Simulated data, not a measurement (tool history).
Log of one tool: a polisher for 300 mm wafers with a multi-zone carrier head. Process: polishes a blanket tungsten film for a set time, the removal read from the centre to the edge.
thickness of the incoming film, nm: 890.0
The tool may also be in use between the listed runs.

run    day  flow of slurry (ml/min)  pressure of the head's centre zone  pressure of the head's middle zone  pressure of the head's edge zone  abrasive content of the slurry  polishing time (s)  film removed at the wafer's centre (nm)  film removed at mid-radius (nm)  film removed at the wafer's edge (nm)
  1      0                      195                                   1                                   1                                 1                               1                  48                                   272.71                           256.28                                  258.9
  2  0.338                      180                                0.99                                0.94                              0.99                            0.85                  48                                   247.39                           230.14                                 241.19
  3  0.704                      180                                0.99                                0.94                              0.99                            0.85                  54                                   283.53                           258.38                                 270.91
  4  0.942                      165                                   1                                 0.9                              1.01                            0.75                  52                                   258.44                           228.91                                 247.69
  5  1.225                      165                                1.06                                 0.9                              1.01                            0.75                  52                                   277.32                           225.75                                 250.25
  6  1.571                      165                                1.06                                 0.9                              1.01                            0.75                  60                                   323.09                           260.67                                 286.69
  7  1.912                      125                                0.96                                0.81                                 1                             0.5                  47                                   178.25                              150                                 182.66
  8  2.112                      160                                0.97                                0.81                              1.03                             0.5                  47                                   199.35                           156.74                                 192.33
  9  2.212                      180                                0.95                                0.83                              1.06                             0.5                  47                                   188.81                           166.98                                 199.33
 10  2.333                      200                                0.96                                0.83                              1.07                             0.5                  47                                   198.49                            168.7                                 202.32
 11  2.558                      200                                0.96                                0.83                              1.07                             0.5                  47                                   197.09                           171.92                                 203.54
 12  2.862                      210                                0.97                                0.83                              1.09                             0.5                  47                                   205.91                            171.7                                 207.64

The next listed run, before its measurement:
 13  3.05                      250                                0.97                                0.86                              1.12                            0.55                  47                                        ?                                ?                                      ?

Run 13 gave film removed at the wafer's centre (nm) 219.64, film removed at mid-radius (nm) 187.67, film removed at the wafer's edge (nm) 219.9.
